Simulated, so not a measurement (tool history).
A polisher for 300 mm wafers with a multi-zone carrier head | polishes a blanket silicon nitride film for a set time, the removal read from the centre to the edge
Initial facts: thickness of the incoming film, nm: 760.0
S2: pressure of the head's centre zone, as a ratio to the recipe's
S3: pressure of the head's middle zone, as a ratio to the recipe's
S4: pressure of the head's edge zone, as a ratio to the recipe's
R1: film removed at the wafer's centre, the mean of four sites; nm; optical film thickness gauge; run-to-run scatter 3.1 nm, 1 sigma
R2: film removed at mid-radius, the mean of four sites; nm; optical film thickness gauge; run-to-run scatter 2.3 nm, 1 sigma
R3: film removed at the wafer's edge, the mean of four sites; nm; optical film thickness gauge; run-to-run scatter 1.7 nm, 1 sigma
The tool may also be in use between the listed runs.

run 1 hour=0 | flow_of_slurry_(ml/min)=210 S2=1 S3=1 S4=1 polishing_time_(s)=87 | R1=170.46 R2=189.22 R3=189.05
run 2 hour=1.3 | flow_of_slurry_(ml/min)=220 S2=1.02 S3=1 S4=1.03 polishing_time_(s)=88 | R1=176.17 R2=191.83 R3=189
run 3 hour=3.7 | flow_of_slurry_(ml/min)=220 S2=1.02 S3=0.99 S4=1.03 polishing_time_(s)=91 | R1=187.22 R2=193.87 R3=195.35
run 4 hour=10.8 | flow_of_slurry_(ml/min)=220 S2=1.02 S3=0.93 S4=1.03 polishing_time_(s)=91 | R1=191.88 R2=184.7 R3=197.23
run 5 hour=11.6 | flow_of_slurry_(ml/min)=225 S2=1.02 S3=0.93 S4=1.04 polishing_time_(s)=93 | R1=193.96 R2=185.58 R3=201.24
run 6 hour=17.8 | flow_of_slurry_(ml/min)=225 S2=1.02 S3=0.94 S4=1.04 polishing_time_(s)=95 | R1=198.65 R2=191.63 R3=205.99

Estimate the outcome of run 7 from the log above:
run 7 hour=19.3 | flow_of_slurry_(ml/min)=225 S2=1.02 S3=0.95 S4=1.04 polishing_time_(s)=96 | R1=? R2=? R3=?

R1: 200.94 nm
R2: 197.86 nm
R3: 210.06 nm
